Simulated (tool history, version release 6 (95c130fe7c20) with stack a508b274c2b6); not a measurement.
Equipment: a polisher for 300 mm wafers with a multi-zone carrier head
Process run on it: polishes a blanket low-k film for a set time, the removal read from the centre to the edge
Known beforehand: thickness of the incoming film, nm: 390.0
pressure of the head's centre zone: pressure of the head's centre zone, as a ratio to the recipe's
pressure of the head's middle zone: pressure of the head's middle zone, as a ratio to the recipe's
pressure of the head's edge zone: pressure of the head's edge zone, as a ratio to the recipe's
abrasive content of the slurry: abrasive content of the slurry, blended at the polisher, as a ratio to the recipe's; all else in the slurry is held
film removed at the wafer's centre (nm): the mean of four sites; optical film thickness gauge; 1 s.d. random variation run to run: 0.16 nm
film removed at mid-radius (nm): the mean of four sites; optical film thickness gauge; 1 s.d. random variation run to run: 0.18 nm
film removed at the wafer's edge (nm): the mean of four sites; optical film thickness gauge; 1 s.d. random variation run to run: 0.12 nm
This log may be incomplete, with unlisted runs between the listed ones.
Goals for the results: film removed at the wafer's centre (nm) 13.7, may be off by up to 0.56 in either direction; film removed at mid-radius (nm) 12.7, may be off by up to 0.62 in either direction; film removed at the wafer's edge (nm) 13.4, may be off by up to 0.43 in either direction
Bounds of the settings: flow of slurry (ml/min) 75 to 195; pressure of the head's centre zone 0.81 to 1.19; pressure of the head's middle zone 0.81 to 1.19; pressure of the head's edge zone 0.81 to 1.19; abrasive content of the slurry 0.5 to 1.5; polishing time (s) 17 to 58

run	hour	flow of slurry (ml/min)	pressure of the head's centre zone	pressure of the head's middle zone	pressure of the head's edge zone	abrasive content of the slurry	polishing time (s)	film removed at the wafer's centre (nm)	film removed at mid-radius (nm)	film removed at the wafer's edge (nm)
1	0	125	1	1	1	1	37	11.381	10.001	10.645
2	6.8	125	1	0.91	1	1	37	11.184	9.4585	10.571
3	10.2	125	1	0.91	1	0.9	37	11.031	9.0505	10.399
4	14.8	125	1	0.91	1	0.9	44	12.93	10.883	12.525
5	17.2	125	1.07	0.91	1	0.9	44	13.946	11.26	12.293
6	23.7	125	1.07	0.91	1.07	0.9	44	13.94	11.264	12.62
7	32.7	130	1.05	0.94	1.08	0.9	44	13.558	11.422	12.913
8	33.5	135	1.05	0.97	1.08	0.9	44	13.925	11.693	12.897
9	36.2	135	1.04	1	1.09	0.9	44	13.8	12.078	12.821
10	43.4	135	1.03	1.01	1.1	0.9	44	13.545	12.09	12.681
11	51.6	140	1.02	1.01	1.11	0.9	44	13.847	11.847	13.126

Exactly one of the 4 candidate moves below puts every result within its allowed miss. Which one?
A	59.8	75	1.05	1.17	1.01	1	46	?	?	?
B	59.8	110	1.03	1.04	1.12	1	45	?	?	?
C	59.8	145	1.02	0.9	1.19	0.9	44	?	?	?
D	59.8	130	1.01	0.92	1.07	1.1	43	?	?	?

move	film removed at the wafer's centre (nm)	film removed at mid-radius (nm)	film removed at the wafer's edge (nm)
A	13.719	13.332	12.628
B	13.988	12.681	13.508
C	13.666	11.317	13.561
D	13.845	11.77	13.217
A: takes the result that was furthest off past its target
B: all results in spec
C: lands further from the targets than the last run did
D: lands further from the targets than the last run did
B meets every target.

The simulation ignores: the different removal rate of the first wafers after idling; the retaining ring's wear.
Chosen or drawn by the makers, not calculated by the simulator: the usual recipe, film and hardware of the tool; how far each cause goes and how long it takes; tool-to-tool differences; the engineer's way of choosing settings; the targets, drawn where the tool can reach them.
